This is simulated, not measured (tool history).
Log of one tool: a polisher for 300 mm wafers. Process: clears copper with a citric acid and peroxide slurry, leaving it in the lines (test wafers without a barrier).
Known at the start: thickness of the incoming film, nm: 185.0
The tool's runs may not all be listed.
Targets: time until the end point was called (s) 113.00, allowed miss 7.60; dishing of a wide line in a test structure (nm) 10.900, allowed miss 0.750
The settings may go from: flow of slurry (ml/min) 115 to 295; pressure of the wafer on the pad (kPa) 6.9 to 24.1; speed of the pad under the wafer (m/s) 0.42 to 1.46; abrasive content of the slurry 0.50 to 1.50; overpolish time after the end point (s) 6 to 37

run	hour	flow of slurry (ml/min)	pressure of the wafer on the pad (kPa)	speed of the pad under the wafer (m/s)	abrasive content of the slurry	overpolish time after the end point (s)	time until the end point was called (s)	dishing of a wide line in a test structure (nm)
1	0.0	190	15.2	0.94	1.00	19	139.53	18.220
2	7.6	190	18.6	0.94	1.00	19	117.24	21.422
3	10.3	190	18.6	0.94	1.10	19	119.83	22.242
4	19.2	190	18.6	0.94	1.05	16	111.19	18.807
5	27.4	190	17.9	0.94	1.05	14	120.92	15.797
6	36.1	190	19.3	0.94	1.05	14	115.06	16.946
7	37.4	190	19.3	0.94	1.05	12	110.57	14.422
8	44.8	190	19.3	0.94	1.05	11	113.32	13.240
9	52.4	190	19.3	0.94	1.05	10	113.74	11.663

Which of these 4 next moves meets every target?
A	60.0	160	19.3	0.92	1.25	9	?	?
B	60.0	165	22.1	0.66	1.30	12	?	?
C	60.0	220	17.9	0.92	1.05	12	?	?
D	60.0	210	19.3	0.98	0.95	10	?	?

move	time until the end point was called (s)	dishing of a wide line in a test structure (nm)
A	109.41	10.759
B	119.85	13.023
C	115.73	13.414
D	106.66	12.199
A: meets every target
B: further off than the last run
C: further off than the last run
D: further off than the last run
The right move is A.
